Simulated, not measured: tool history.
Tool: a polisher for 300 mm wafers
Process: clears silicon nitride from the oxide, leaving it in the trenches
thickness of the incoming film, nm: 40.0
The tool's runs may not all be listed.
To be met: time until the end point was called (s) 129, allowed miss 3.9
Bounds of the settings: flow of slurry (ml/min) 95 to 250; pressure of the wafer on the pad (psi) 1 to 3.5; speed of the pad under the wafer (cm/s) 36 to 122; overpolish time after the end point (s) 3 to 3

run	hour	flow of slurry (ml/min)	pressure of the wafer on the pad (psi)	speed of the pad under the wafer (cm/s)	overpolish time after the end point (s)	time until the end point was called (s)
1	0	160	2.2	78	3	66.077
2	3.5	155	1.8	76	3	80.735
3	9.1	150	1.5	74	3	101.15
4	10.4	140	1.4	74	3	108.13
5	18.6	140	1.4	74	3	109.11
6	26.6	130	1.3	74	3	118.96
7	31.6	100	1.2	74	3	136.31
8	38.8	105	1.2	74	3	134.74

Which of these 5 next moves meets every target?
A	46	110	1.3	76	3	?
B	46	105	1.3	78	3	?
C	46	100	1.5	66	3	?
D	46	95	1	96	3	?
E	46	130	1.9	48	3	?

move	time until the end point was called (s)
A	119.77
B	118.28
C	120.39
D	129.14
E	118.18
A: takes the result that was furthest off past its target
B: takes the result that was furthest off past its target
C: takes the result that was furthest off past its target
D: meets every target
E: takes the result that was furthest off past its target
Move D is the one to make.
